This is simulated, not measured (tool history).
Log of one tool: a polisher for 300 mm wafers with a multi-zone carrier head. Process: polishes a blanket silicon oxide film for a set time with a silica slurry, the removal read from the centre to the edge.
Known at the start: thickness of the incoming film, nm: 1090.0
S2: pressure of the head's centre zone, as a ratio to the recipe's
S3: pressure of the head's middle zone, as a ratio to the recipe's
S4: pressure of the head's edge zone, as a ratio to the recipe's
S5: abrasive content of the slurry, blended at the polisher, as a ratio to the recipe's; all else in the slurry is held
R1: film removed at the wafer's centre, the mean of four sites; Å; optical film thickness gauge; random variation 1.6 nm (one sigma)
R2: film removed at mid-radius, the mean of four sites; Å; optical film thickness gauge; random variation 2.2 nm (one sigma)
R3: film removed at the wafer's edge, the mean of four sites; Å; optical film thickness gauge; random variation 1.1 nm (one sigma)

{"run": 1, "hour": 0.0, "flow of slurry (ml/min)": 270, "S2": 1, "S3": 1, "S4": 1, "S5": 1, "polishing time (s)": 32, "R1": 1373.4, "R2": 1287.6, "R3": 1303.7}
{"run": 2, "hour": 8.7, "flow of slurry (ml/min)": 280, "S2": 1.04, "S3": 1.04, "S4": 1, "S5": 1, "polishing time (s)": 32, "R1": 1421.7, "R2": 1339.5, "R3": 1313.4}
{"run": 3, "hour": 10.6, "flow of slurry (ml/min)": 280, "S2": 1.04, "S3": 1.04, "S4": 1, "S5": 1, "polishing time (s)": 36, "R1": 1619, "R2": 1537.9, "R3": 1447.2}
{"run": 4, "hour": 19.6, "flow of slurry (ml/min)": 280, "S2": 1.04, "S3": 1.04, "S4": 1, "S5": 1, "polishing time (s)": 30, "R1": 1329.9, "R2": 1301.4, "R3": 1222.8}
{"run": 5, "hour": 26.2, "flow of slurry (ml/min)": 290, "S2": 1.08, "S3": 1.05, "S4": 1, "S5": 1.05, "polishing time (s)": 30, "R1": 1432.9, "R2": 1324.4, "R3": 1253.1}
{"run": 6, "hour": 29.0, "flow of slurry (ml/min)": 360, "S2": 1.08, "S3": 1.05, "S4": 1, "S5": 1.05, "polishing time (s)": 30, "R1": 1462.1, "R2": 1346.9, "R3": 1260.8}
{"run": 7, "hour": 37.2, "flow of slurry (ml/min)": 360, "S2": 1.1, "S3": 1.07, "S4": 1.01, "S5": 1.1, "polishing time (s)": 30, "R1": 1527.9, "R2": 1401.9, "R3": 1308.1}
{"run": 8, "hour": 42.6, "flow of slurry (ml/min)": 360, "S2": 1.12, "S3": 1.09, "S4": 1.01, "S5": 1.1, "polishing time (s)": 30, "R1": 1567.2, "R2": 1382.1, "R3": 1304.4}

Run 9 comes next. What will it give?
{"run": 9, "hour": 44.9, "flow of slurry (ml/min)": 395, "S2": 1.12, "S3": 1.19, "S4": 0.93, "S5": 1.3, "polishing time (s)": 30, "R1": "?", "R2": "?", "R3": "?"}

Run 9 gave R1 1652.4 Å, R2 1595 Å, R3 1336.4 Å.
